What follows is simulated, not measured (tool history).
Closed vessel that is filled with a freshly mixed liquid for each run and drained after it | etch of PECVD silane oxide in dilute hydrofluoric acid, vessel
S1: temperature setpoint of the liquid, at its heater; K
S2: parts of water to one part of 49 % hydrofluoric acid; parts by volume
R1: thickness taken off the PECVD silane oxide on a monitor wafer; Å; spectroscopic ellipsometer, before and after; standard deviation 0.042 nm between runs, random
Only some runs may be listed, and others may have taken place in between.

{"run": 1, "hour": 0.0, "S1": 298.15, "S2": 230, "time in the liquid (s)": 30, "R1": 61.458}
{"run": 2, "hour": 6.9, "S1": 300.65, "S2": 230, "time in the liquid (s)": 30, "R1": 66.793}
{"run": 3, "hour": 12.0, "S1": 300.65, "S2": 155, "time in the liquid (s)": 30, "R1": 107.78}
{"run": 4, "hour": 14.3, "S1": 300.65, "S2": 120, "time in the liquid (s)": 30, "R1": 145.51}
{"run": 5, "hour": 21.4, "S1": 300.65, "S2": 45, "time in the liquid (s)": 30, "R1": 433.13}
{"run": 6, "hour": 28.1, "S1": 297.65, "S2": 45, "time in the liquid (s)": 30, "R1": 378.3}
{"run": 7, "hour": 29.4, "S1": 297.65, "S2": 75, "time in the liquid (s)": 30, "R1": 218.19}
{"run": 8, "hour": 33.2, "S1": 293.65, "S2": 155, "time in the liquid (s)": 30, "R1": 83.085}
{"run": 9, "hour": 35.0, "S1": 293.15, "S2": 155, "time in the liquid (s)": 30, "R1": 80.921}

For run 10, what comes out?
{"run": 10, "hour": 37.2, "S1": 292.65, "S2": 155, "time in the liquid (s)": 30, "R1": "?"}

Run 10 yielded R1 79.876 Å.
